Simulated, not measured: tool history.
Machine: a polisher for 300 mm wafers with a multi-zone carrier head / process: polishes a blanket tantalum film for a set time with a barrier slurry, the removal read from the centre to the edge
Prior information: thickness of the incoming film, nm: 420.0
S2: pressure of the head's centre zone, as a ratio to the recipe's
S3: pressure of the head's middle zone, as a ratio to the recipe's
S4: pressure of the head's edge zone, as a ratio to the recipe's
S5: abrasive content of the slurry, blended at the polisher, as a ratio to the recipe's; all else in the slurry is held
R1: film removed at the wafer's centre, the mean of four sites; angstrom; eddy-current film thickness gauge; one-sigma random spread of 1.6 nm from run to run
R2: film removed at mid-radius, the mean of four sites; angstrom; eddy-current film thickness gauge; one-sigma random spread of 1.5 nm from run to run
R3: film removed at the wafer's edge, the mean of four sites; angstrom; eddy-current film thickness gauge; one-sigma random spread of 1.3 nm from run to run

{"run": 1, "hour": 0.0, "flow of slurry (ml/min)": 210, "S2": 1, "S3": 1, "S4": 1, "S5": 1, "polishing time (s)": 71, "R1": 1225.9, "R2": 1228.4, "R3": 1196.5}
{"run": 2, "hour": 7.4, "flow of slurry (ml/min)": 210, "S2": 1, "S3": 1, "S4": 1, "S5": 1, "polishing time (s)": 63, "R1": 1100.9, "R2": 1071, "R3": 1077}
{"run": 3, "hour": 8.5, "flow of slurry (ml/min)": 210, "S2": 1, "S3": 1, "S4": 1.08, "S5": 1, "polishing time (s)": 63, "R1": 1068.2, "R2": 1092.2, "R3": 1129.1}
{"run": 4, "hour": 13.7, "flow of slurry (ml/min)": 220, "S2": 1.01, "S3": 1, "S4": 1.11, "S5": 1.1, "polishing time (s)": 65, "R1": 1174.5, "R2": 1169.8, "R3": 1222.4}
{"run": 5, "hour": 16.9, "flow of slurry (ml/min)": 220, "S2": 1.01, "S3": 1, "S4": 1.16, "S5": 1.1, "polishing time (s)": 65, "R1": 1154.3, "R2": 1160.6, "R3": 1255.9}
{"run": 6, "hour": 24.4, "flow of slurry (ml/min)": 220, "S2": 1.01, "S3": 0.93, "S4": 1.16, "S5": 1.1, "polishing time (s)": 65, "R1": 1177.6, "R2": 1108.2, "R3": 1244.7}
{"run": 7, "hour": 33.3, "flow of slurry (ml/min)": 225, "S2": 1, "S3": 0.95, "S4": 1.17, "S5": 1.2, "polishing time (s)": 67, "R1": 1234.6, "R2": 1172.3, "R3": 1337.1}

The next listed run, before its measurement:
{"run": 8, "hour": 33.8, "flow of slurry (ml/min)": 235, "S2": 1, "S3": 0.99, "S4": 1.17, "S5": 1.25, "polishing time (s)": 68, "R1": "?", "R2": "?", "R3": "?"}

Logged for run 8: R1 1258.9 angstrom, R2 1279.3 angstrom, R3 1343.9 angstrom.
